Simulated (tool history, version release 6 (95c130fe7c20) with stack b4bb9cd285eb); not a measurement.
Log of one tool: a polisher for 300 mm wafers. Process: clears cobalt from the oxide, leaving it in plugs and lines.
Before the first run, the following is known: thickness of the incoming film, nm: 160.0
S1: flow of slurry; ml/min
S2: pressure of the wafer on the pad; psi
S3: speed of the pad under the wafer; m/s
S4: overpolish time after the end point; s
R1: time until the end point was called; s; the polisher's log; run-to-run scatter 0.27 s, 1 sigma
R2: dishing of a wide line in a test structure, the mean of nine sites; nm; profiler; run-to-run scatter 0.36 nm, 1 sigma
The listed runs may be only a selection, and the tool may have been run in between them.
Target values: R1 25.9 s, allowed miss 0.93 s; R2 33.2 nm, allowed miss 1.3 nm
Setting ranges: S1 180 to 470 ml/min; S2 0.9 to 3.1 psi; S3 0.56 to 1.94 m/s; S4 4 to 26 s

run,hour,S1,S2,S3,S4,R1,R2
1,0,300,2,1.24,13,20.458,48.586
2,2.9,300,2,1.24,17,20.368,53.541
3,10.2,300,1.9,1.24,13,21.249,47.759
4,17,275,1.9,1.24,13,21.685,47.435
5,25.1,310,1.8,1.24,11,22.308,43.394
6,29.7,315,1.7,1.24,9,24.045,37.176
7,36.2,320,1.7,1.24,9,23.483,37.475
8,42.5,325,1.6,1.24,9,25.646,35.89

Which one of the following 5 next-run settings gets every result inside its allowed miss? There is exactly one.
A,48.8,315,1.6,1.08,10,?,?
B,48.8,315,1.3,1.34,10,?,?
C,48.8,425,1.6,1.16,8,?,?
D,48.8,335,1.5,1.16,10,?,?
E,48.8,330,1.3,1.36,10,?,?

move,R1,R2
A,28.509,35.29
B,28.818,35.059
C,26.211,32.294
D,28.371,35.395
E,28.332,35.424
A: further off than the last run
B: further off than the last run
C: in spec on every target
D: further off than the last run
E: further off than the last run
So the answer is move C, the one that meets all the targets.
